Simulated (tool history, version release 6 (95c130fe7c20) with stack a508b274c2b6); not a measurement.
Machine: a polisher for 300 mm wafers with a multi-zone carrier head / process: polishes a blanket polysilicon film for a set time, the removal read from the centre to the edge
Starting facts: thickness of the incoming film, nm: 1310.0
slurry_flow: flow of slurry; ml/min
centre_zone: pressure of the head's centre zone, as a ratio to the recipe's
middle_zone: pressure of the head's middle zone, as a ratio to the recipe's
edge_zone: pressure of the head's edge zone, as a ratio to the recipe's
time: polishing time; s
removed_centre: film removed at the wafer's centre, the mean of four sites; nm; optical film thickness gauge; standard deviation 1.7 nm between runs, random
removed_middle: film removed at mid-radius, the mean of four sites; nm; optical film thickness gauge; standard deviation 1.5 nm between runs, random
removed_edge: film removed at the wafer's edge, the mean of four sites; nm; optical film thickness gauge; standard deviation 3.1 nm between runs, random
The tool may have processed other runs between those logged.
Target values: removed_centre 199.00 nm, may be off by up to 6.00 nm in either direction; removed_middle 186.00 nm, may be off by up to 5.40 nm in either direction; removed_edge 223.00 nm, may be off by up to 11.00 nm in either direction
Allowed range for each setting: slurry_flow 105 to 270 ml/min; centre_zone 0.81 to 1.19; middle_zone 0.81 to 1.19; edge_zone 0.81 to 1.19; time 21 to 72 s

run 1 hour=0.0 | slurry_flow=175 centre_zone=1.00 middle_zone=1.00 edge_zone=1.00 time=46 | removed_centre=427.31 removed_middle=390.18 removed_edge=388.98
run 2 hour=5.6 | slurry_flow=165 centre_zone=0.96 middle_zone=0.96 edge_zone=1.00 time=40 | removed_centre=353.17 removed_middle=326.80 removed_edge=331.23
run 3 hour=10.7 | slurry_flow=165 centre_zone=1.01 middle_zone=0.96 edge_zone=1.00 time=40 | removed_centre=367.77 removed_middle=328.22 removed_edge=338.66
run 4 hour=18.0 | slurry_flow=155 centre_zone=0.98 middle_zone=0.93 edge_zone=1.03 time=36 | removed_centre=316.50 removed_middle=283.59 removed_edge=301.52
run 5 hour=24.9 | slurry_flow=145 centre_zone=0.95 middle_zone=0.90 edge_zone=1.05 time=34 | removed_centre=285.80 removed_middle=262.47 removed_edge=293.43
run 6 hour=30.3 | slurry_flow=140 centre_zone=0.94 middle_zone=0.88 edge_zone=1.05 time=31 | removed_centre=260.26 removed_middle=227.64 removed_edge=268.33
run 7 hour=34.0 | slurry_flow=135 centre_zone=0.91 middle_zone=0.88 edge_zone=1.04 time=30 | removed_centre=239.04 removed_middle=218.61 removed_edge=257.13
run 8 hour=36.3 | slurry_flow=130 centre_zone=0.89 middle_zone=0.87 edge_zone=1.01 time=30 | removed_centre=234.71 removed_middle=217.99 removed_edge=254.74
run 9 hour=38.2 | slurry_flow=130 centre_zone=0.88 middle_zone=0.86 edge_zone=0.99 time=29 | removed_centre=223.94 removed_middle=208.18 removed_edge=241.60
run 10 hour=40.4 | slurry_flow=125 centre_zone=0.87 middle_zone=0.85 edge_zone=0.98 time=29 | removed_centre=217.79 removed_middle=206.02 removed_edge=232.95
run 11 hour=48.3 | slurry_flow=125 centre_zone=0.87 middle_zone=0.84 edge_zone=0.98 time=29 | removed_centre=222.06 removed_middle=202.31 removed_edge=239.10
run 12 hour=52.2 | slurry_flow=120 centre_zone=0.86 middle_zone=0.83 edge_zone=0.97 time=29 | removed_centre=218.26 removed_middle=197.76 removed_edge=231.31
run 13 hour=59.0 | slurry_flow=110 centre_zone=0.81 middle_zone=0.81 edge_zone=1.00 time=27 | removed_centre=186.78 removed_middle=177.52 removed_edge=216.86
run 14 hour=61.5 | slurry_flow=115 centre_zone=0.81 middle_zone=0.81 edge_zone=1.00 time=27 | removed_centre=190.71 removed_middle=180.89 removed_edge=222.28
-- hour=62.7 centre zone pressure recalibrated
run 15 hour=62.7 | slurry_flow=120 centre_zone=0.81 middle_zone=0.81 edge_zone=0.99 time=27 | removed_centre=174.35 removed_middle=182.03 removed_edge=217.70
run 16 hour=70.5 | slurry_flow=120 centre_zone=0.81 middle_zone=0.81 edge_zone=0.99 time=27 | removed_centre=172.59 removed_middle=181.17 removed_edge=221.36
run 17 hour=72.4 | slurry_flow=120 centre_zone=0.82 middle_zone=0.82 edge_zone=0.99 time=27 | removed_centre=175.00 removed_middle=185.22 removed_edge=219.33
run 18 hour=81.2 | slurry_flow=115 centre_zone=0.83 middle_zone=0.82 edge_zone=0.99 time=27 | removed_centre=174.40 removed_middle=183.74 removed_edge=219.44
run 19 hour=89.9 | slurry_flow=125 centre_zone=0.84 middle_zone=0.82 edge_zone=0.99 time=27 | removed_centre=179.05 removed_middle=184.06 removed_edge=215.42
run 20 hour=93.4 | slurry_flow=120 centre_zone=0.84 middle_zone=0.82 edge_zone=0.99 time=27 | removed_centre=178.62 removed_middle=184.37 removed_edge=218.69
run 21 hour=93.9 | slurry_flow=115 centre_zone=0.85 middle_zone=0.82 edge_zone=0.99 time=27 | removed_centre=177.19 removed_middle=183.27 removed_edge=223.69
run 22 hour=100.9 | slurry_flow=130 centre_zone=0.84 middle_zone=0.82 edge_zone=1.01 time=27 | removed_centre=180.43 removed_middle=184.26 removed_edge=220.39
run 23 hour=106.7 | slurry_flow=125 centre_zone=0.85 middle_zone=0.82 edge_zone=1.00 time=27 | removed_centre=181.72 removed_middle=182.94 removed_edge=221.06
run 24 hour=111.3 | slurry_flow=120 centre_zone=0.86 middle_zone=0.82 edge_zone=1.00 time=27 | removed_centre=183.38 removed_middle=187.37 removed_edge=220.87
run 25 hour=117.9 | slurry_flow=170 centre_zone=0.93 middle_zone=0.81 edge_zone=1.02 time=25 | removed_centre=192.10 removed_middle=177.95 removed_edge=215.73

Which one of the following 5 next-run settings gets every result inside its allowed miss? There is exactly one.
run A hour=124.5 | slurry_flow=200 centre_zone=0.93 middle_zone=0.82 edge_zone=1.04 time=25 | removed_centre=? removed_middle=? removed_edge=?
run B hour=124.5 | slurry_flow=105 centre_zone=1.08 middle_zone=1.00 edge_zone=1.02 time=24 | removed_centre=? removed_middle=? removed_edge=?
run C hour=124.5 | slurry_flow=165 centre_zone=0.96 middle_zone=0.91 edge_zone=0.93 time=25 | removed_centre=? removed_middle=? removed_edge=?
run D hour=124.5 | slurry_flow=200 centre_zone=0.89 middle_zone=0.90 edge_zone=0.96 time=24 | removed_centre=? removed_middle=? removed_edge=?
run E hour=124.5 | slurry_flow=180 centre_zone=1.03 middle_zone=0.84 edge_zone=1.11 time=23 | removed_centre=? removed_middle=? removed_edge=?

move=A removed_centre=198.25 removed_middle=187.11 removed_edge=222.51
move=B removed_centre=193.97 removed_middle=189.42 removed_edge=194.94
move=C removed_centre=198.22 removed_middle=198.28 removed_edge=206.55
move=D removed_centre=182.59 removed_middle=193.99 removed_edge=205.41
move=E removed_centre=197.90 removed_middle=172.90 removed_edge=209.04
A: every result within its allowed miss
B: gets the furthest-off result to its target, but another result is out of tolerance
C: carries the result that was furthest off beyond its target, to the other side
D: carries the result that was furthest off beyond its target, to the other side
E: misses by more than the last run did
A is the move that brings every result within its allowed miss.
